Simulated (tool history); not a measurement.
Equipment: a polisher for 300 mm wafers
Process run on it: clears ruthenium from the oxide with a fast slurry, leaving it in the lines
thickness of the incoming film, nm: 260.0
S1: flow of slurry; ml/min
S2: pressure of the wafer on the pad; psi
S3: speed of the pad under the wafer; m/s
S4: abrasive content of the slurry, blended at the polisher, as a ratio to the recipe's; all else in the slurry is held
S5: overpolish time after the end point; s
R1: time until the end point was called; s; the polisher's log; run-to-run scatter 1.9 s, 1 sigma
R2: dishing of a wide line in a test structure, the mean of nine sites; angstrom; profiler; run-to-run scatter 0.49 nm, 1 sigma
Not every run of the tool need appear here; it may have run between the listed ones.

| run | hour | S1 | S2 | S3 | S4 | S5 | R1 | R2 |
|---|---|---|---|---|---|---|---|---|
| 1 | 0 | 270 | 2.4 | 1.16 | 1 | 22 | 71.286 | 414.37 |
| 2 | 4.1 | 270 | 2.4 | 1.16 | 1 | 27 | 71.882 | 445.68 |
| 3 | 9.8 | 270 | 2.4 | 1.04 | 1 | 27 | 78.632 | 420.56 |
| 4 | 18.5 | 270 | 2.4 | 1.04 | 1 | 34 | 81.122 | 464.36 |
| 5 | 19 | 270 | 1.9 | 1.04 | 1 | 34 | 95.652 | 437.98 |
| 6 | 27.5 | 270 | 1.9 | 1.04 | 1 | 38 | 93.978 | 473.78 |

Run 7 comes next. What will it give?
| 7 | 34.2 | 270 | 1.8 | 0.98 | 1 | 34 | ? | ? |

Run 7 gave R1 101.66 s, R2 428.94 angstrom.
